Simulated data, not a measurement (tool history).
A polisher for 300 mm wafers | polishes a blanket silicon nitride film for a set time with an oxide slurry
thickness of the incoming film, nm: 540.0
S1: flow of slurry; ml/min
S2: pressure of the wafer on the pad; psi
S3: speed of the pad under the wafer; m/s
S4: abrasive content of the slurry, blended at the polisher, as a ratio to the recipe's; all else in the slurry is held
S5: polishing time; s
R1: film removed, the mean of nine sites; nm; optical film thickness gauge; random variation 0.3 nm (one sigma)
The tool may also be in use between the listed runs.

Run 1, hour 0.0: S1 285 ml/min, S2 4.3 psi, S3 1.18 m/s, S4 1.0, S5 63 s. Result: R1 62.639 nm.
Run 2, hour 7.9: S1 285 ml/min, S2 4.3 psi, S3 1.18 m/s, S4 1.0, S5 66 s. Result: R1 65.508 nm.
Run 3, hour 13.9: S1 285 ml/min, S2 4.3 psi, S3 1.18 m/s, S4 1.0, S5 66 s. Result: R1 65.308 nm.
Run 4, hour 20.9: S1 285 ml/min, S2 3.6 psi, S3 1.18 m/s, S4 1.0, S5 66 s. Result: R1 58.697 nm.
Run 5, hour 23.9: S1 285 ml/min, S2 3.6 psi, S3 1.18 m/s, S4 1.1, S5 66 s. Result: R1 60.487 nm.
Run 6, hour 31.0: S1 285 ml/min, S2 3.1 psi, S3 1.12 m/s, S4 1.1, S5 66 s. Result: R1 51.507 nm.
Run 7, hour 33.5: S1 285 ml/min, S2 2.7 psi, S3 1.10 m/s, S4 1.1, S5 66 s. Result: R1 46.857 nm.
Run 8, hour 37.9: S1 285 ml/min, S2 2.5 psi, S3 1.10 m/s, S4 1.1, S5 66 s. Result: R1 44.645 nm.

Run 9 comes next. What will it give?
Run 9, hour 44.3: S1 285 ml/min, S2 2.3 psi, S3 1.10 m/s, S4 1.1, S5 66 s. Result: R1 ?.

Run 9 gave R1 42.770 nm.
